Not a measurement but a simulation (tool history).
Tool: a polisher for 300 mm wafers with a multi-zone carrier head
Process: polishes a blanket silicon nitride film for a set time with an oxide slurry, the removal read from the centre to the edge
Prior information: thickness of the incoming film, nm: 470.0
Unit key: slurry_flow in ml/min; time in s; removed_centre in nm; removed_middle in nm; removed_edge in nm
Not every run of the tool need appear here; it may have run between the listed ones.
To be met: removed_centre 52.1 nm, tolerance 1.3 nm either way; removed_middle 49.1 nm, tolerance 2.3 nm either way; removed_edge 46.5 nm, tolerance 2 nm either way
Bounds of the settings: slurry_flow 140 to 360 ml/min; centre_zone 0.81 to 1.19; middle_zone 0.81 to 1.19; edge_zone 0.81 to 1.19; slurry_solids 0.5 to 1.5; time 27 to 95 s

run	hour	slurry_flow	centre_zone	middle_zone	edge_zone	slurry_solids	time	removed_centre	removed_middle	removed_edge
1	0	230	1	1	1	1	61	37.475	38.65	37.851
2	8.9	245	1.05	1.03	1.04	1.05	61	39.95	41.518	40.57
3	15.7	245	1.05	1.03	1.04	1.05	69	45.081	47.313	46.137
4	22	260	1.09	1.03	1.02	1.05	69	46.521	46.501	45.25
5	24.2	265	1.12	1.04	1.02	1.1	69	48.891	49.073	46.687
6	25.7	270	1.14	1.04	1.02	1.1	69	49.197	47.997	45.699
7	33.3	270	1.14	1.04	1.02	1.1	69	49.084	47.066	45.598
8	34.3	275	1.15	1.05	1.02	1.1	69	49.935	47.604	46.309
9	41.9	275	1.16	1.06	1.01	1.1	69	49.685	48.609	46.283

Which of these 4 next moves meets every target?
A	49.5	265	1.06	1	1.17	1.05	74	?	?	?
B	49.5	205	1.1	0.99	0.96	0.85	94	?	?	?
C	49.5	355	1.19	1.06	1.02	1.2	66	?	?	?
D	49.5	265	1.12	0.95	1.05	1.05	70	?	?	?

move	removed_centre	removed_middle	removed_edge
A	48.843	49.839	51.934
B	55.445	54.987	52.827
C	51.373	50.868	46.729
D	47.869	45.154	46.531
A: lands further from the targets than the last run did
B: takes the biggest miss from the last run beyond its target
C: all results in spec
D: lands further from the targets than the last run did
C is the move that brings every result within its allowed miss.

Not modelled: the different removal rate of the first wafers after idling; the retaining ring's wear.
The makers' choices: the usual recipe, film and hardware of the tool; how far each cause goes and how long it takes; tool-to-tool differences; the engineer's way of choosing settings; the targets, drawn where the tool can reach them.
